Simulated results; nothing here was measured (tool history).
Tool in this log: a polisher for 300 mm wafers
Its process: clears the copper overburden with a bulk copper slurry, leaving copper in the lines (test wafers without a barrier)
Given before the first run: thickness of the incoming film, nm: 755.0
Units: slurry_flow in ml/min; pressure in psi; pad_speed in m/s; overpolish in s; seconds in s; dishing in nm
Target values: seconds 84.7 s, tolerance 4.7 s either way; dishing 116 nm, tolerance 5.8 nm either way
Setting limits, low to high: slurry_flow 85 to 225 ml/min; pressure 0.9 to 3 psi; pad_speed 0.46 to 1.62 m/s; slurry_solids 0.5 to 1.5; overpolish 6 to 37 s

run 1 hour=0 | slurry_flow=145 pressure=1.9 pad_speed=1.04 slurry_solids=1 overpolish=19 | seconds=109.75 dishing=89.392
run 2 hour=6.8 | slurry_flow=145 pressure=1.9 pad_speed=1.04 slurry_solids=1.1 overpolish=19 | seconds=106.7 dishing=91.327
run 3 hour=11.8 | slurry_flow=145 pressure=1.9 pad_speed=1.04 slurry_solids=1.1 overpolish=23 | seconds=108.69 dishing=103.82
run 4 hour=13.8 | slurry_flow=145 pressure=1.9 pad_speed=1.04 slurry_solids=1.1 overpolish=16 | seconds=105.54 dishing=80.407
run 5 hour=19.1 | slurry_flow=160 pressure=1.9 pad_speed=1.04 slurry_solids=1.1 overpolish=16 | seconds=106.69 dishing=80.086
run 6 hour=21.7 | slurry_flow=185 pressure=1.9 pad_speed=1.04 slurry_solids=1.1 overpolish=16 | seconds=104.34 dishing=81.941
run 7 hour=23.6 | slurry_flow=185 pressure=2 pad_speed=1.04 slurry_solids=1.1 overpolish=17 | seconds=99.324 dishing=90.825
run 8 hour=28 | slurry_flow=185 pressure=2.1 pad_speed=1.04 slurry_solids=1.1 overpolish=17 | seconds=94.458 dishing=93.233
run 9 hour=34.3 | slurry_flow=185 pressure=2.1 pad_speed=1.04 slurry_solids=1.1 overpolish=18 | seconds=95.858 dishing=95.202

Next run, 5 choices. One meets every target within its allowed miss, the rest don't. Which?
run A hour=40.6 | slurry_flow=180 pressure=2 pad_speed=0.88 slurry_solids=1.25 overpolish=18 | seconds=? dishing=?
run B hour=40.6 | slurry_flow=205 pressure=2.1 pad_speed=1.22 slurry_solids=0.95 overpolish=21 | seconds=? dishing=?
run C hour=40.6 | slurry_flow=185 pressure=1.8 pad_speed=0.9 slurry_solids=1.45 overpolish=34 | seconds=? dishing=?
run D hour=40.6 | slurry_flow=200 pressure=2.1 pad_speed=1.06 slurry_solids=0.9 overpolish=14 | seconds=? dishing=?
run E hour=40.6 | slurry_flow=170 pressure=2 pad_speed=1.18 slurry_solids=1.2 overpolish=12 | seconds=? dishing=?

move=A seconds=112.27 dishing=85.592
move=B seconds=84.601 dishing=114.88
move=C seconds=118.58 dishing=120.25
move=D seconds=96.231 dishing=80.275
move=E seconds=89.395 dishing=75.132
A: lands further from the targets than the last run did
B: in spec on every target
C: puts the biggest miss on target and leaves a different result outside tolerance
D: lands further from the targets than the last run did
E: lands further from the targets than the last run did
Go with B: it meets all targets.

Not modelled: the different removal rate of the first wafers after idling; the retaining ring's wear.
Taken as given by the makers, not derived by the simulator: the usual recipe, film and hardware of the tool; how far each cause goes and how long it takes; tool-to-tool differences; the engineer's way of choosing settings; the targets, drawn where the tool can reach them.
